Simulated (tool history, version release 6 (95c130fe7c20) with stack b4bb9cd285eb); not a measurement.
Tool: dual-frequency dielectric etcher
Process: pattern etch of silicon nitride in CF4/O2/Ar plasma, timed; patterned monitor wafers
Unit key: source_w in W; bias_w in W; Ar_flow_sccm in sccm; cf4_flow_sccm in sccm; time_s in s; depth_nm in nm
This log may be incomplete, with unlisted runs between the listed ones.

| run | hour | source_w | bias_w | Ar_flow_sccm | cf4_flow_sccm | time_s | depth_nm |
|---|---|---|---|---|---|---|---|
| 1 | 0.0 | 510 | 45 | 106 | 83 | 155 | 265.27 |
| 2 | 1.3 | 510 | 45 | 122 | 83 | 155 | 261.78 |
| 3 | 9.0 | 440 | 45 | 122 | 83 | 155 | 241.39 |
| 4 | 14.5 | 380 | 45 | 122 | 83 | 155 | 223.39 |
| 5 | 23.2 | 460 | 45 | 122 | 83 | 155 | 246.99 |
| 6 | 24.3 | 390 | 45 | 122 | 83 | 155 | 225.23 |
| 7 | 29.9 | 380 | 45 | 122 | 83 | 155 | 227.49 |

Predict the results of run 8:
| 8 | 30.7 | 360 | 45 | 122 | 83 | 155 | ? |

Run 8 measured depth_nm 219.69 nm.

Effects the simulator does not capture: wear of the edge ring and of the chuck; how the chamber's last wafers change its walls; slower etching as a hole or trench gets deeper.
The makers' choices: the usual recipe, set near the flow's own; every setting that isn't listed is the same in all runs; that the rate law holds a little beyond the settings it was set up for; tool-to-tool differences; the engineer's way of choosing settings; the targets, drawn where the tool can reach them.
